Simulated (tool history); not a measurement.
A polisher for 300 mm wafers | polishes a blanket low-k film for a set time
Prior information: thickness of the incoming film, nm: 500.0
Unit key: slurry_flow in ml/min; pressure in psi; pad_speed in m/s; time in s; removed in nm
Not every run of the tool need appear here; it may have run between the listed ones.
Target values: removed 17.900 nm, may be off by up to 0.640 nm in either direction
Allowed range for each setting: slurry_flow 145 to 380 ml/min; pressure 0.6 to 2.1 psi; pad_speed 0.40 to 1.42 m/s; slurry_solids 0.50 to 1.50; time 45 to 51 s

run    day  slurry_flow  pressure  pad_speed  slurry_solids  time  removed
  1  0.000          245       1.3       0.90           1.00    51   13.941
  2  0.312          245       1.4       0.90           1.00    51   14.822
  3  0.533          245       1.4       0.90           1.00    45   13.202
  4  0.567          220       1.4       0.90           1.00    45   12.965
  5  0.608          165       1.4       0.90           1.00    45   12.588
  6  0.800          165       1.7       0.90           1.00    45   15.001
  7  0.933          180       1.7       0.90           1.00    45   15.560
  8  1.125          190       1.7       0.90           1.00    45   15.209
  9  1.254          200       1.7       0.90           1.00    45   15.549
 10  1.600          210       1.7       0.90           1.00    45   15.843
 11  1.675          220       1.7       0.90           1.00    45   16.188
 12  1.888          265       1.8       0.90           1.00    45   17.273

4 candidate next runs follow, results not yet known. Just one meets every target within its allowed miss. Identify it.
  A  2.100          255       1.8       0.90           0.95    49        ?
  B  2.100          295       1.2       1.16           1.15    48        ?
  C  2.100          285       1.6       0.94           0.95    47        ?
  D  2.100          365       1.7       1.14           0.70    45        ?

move  removed
   A   17.789
   B   16.190
   C   15.924
   D   15.513
A: every result lands within tolerance
B: misses by more than the last run did
C: misses by more than the last run did
D: misses by more than the last run did
The right move is A.

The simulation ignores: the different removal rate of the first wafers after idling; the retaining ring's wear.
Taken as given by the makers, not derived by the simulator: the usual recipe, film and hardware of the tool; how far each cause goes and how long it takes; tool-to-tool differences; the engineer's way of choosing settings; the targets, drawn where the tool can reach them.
